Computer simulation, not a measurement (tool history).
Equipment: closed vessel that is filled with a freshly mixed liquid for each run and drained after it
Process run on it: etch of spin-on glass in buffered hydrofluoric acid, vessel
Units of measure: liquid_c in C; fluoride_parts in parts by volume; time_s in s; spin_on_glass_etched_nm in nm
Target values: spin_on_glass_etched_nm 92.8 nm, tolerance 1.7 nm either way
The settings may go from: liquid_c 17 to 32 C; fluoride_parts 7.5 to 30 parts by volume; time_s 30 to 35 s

run 1 hour=0 | liquid_c=24 fluoride_parts=22 time_s=35 | spin_on_glass_etched_nm=40.899
run 2 hour=1.4 | liquid_c=25.5 fluoride_parts=22 time_s=35 | spin_on_glass_etched_nm=44.347
run 3 hour=2.6 | liquid_c=26.5 fluoride_parts=20.5 time_s=35 | spin_on_glass_etched_nm=48.954
run 4 hour=4.5 | liquid_c=27 fluoride_parts=19 time_s=35 | spin_on_glass_etched_nm=54.008
run 5 hour=12.4 | liquid_c=27 fluoride_parts=19 time_s=35 | spin_on_glass_etched_nm=53.937
run 6 hour=16.8 | liquid_c=27 fluoride_parts=24.5 time_s=35 | spin_on_glass_etched_nm=44.524
run 7 hour=21.8 | liquid_c=27.5 fluoride_parts=23 time_s=35 | spin_on_glass_etched_nm=47.694
run 8 hour=28.5 | liquid_c=28 fluoride_parts=21.5 time_s=35 | spin_on_glass_etched_nm=51.435
run 9 hour=34.3 | liquid_c=28.5 fluoride_parts=20 time_s=35 | spin_on_glass_etched_nm=55.584
run 10 hour=37.9 | liquid_c=29 fluoride_parts=18.5 time_s=35 | spin_on_glass_etched_nm=61.378
run 11 hour=40.3 | liquid_c=32 fluoride_parts=11.5 time_s=35 | spin_on_glass_etched_nm=115.18

Below are 4 possible settings for the next run. Only one of them brings all results inside the allowed miss of their targets. Which is it?
run A hour=42.7 | liquid_c=29 fluoride_parts=11.5 time_s=30 | spin_on_glass_etched_nm=?
run B hour=42.7 | liquid_c=32 fluoride_parts=8.5 time_s=35 | spin_on_glass_etched_nm=?
run C hour=42.7 | liquid_c=30 fluoride_parts=11 time_s=30 | spin_on_glass_etched_nm=?
run D hour=42.7 | liquid_c=31 fluoride_parts=13 time_s=30 | spin_on_glass_etched_nm=?

move=A spin_on_glass_etched_nm=83.742
move=B spin_on_glass_etched_nm=148.81
move=C spin_on_glass_etched_nm=92.174
move=D spin_on_glass_etched_nm=82.523
A: pushes the last run's worst result past its target
B: lands further from the targets than the last run did
C: all results land within tolerance of their targets
D: pushes the last run's worst result past its target
The right move is C.
